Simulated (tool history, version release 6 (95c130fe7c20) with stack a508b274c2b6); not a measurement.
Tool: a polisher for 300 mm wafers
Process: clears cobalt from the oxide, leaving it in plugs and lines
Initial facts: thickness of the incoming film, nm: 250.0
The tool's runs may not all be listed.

run	hour	flow of slurry (ml/min)	pressure of the wafer on the pad (psi)	speed of the pad under the wafer (cm/s)	overpolish time after the end point (s)	time until the end point was called (s)	dishing of a wide line in a test structure (Å)
1	0.0	120	2.4	76	16	61.064	408.30
2	2.0	125	2.5	76	16	57.887	418.07
3	10.9	130	2.6	76	16	56.000	429.30
4	14.1	130	2.6	94	16	44.954	475.05
5	16.7	140	2.8	94	17	41.188	508.25
6	23.1	140	2.8	110	17	35.876	509.51

What will run 7 give?
7	27.8	135	2.8	110	17	?	?

time until the end point was called (s): 35.862
dishing of a wide line in a test structure (Å): 551.64

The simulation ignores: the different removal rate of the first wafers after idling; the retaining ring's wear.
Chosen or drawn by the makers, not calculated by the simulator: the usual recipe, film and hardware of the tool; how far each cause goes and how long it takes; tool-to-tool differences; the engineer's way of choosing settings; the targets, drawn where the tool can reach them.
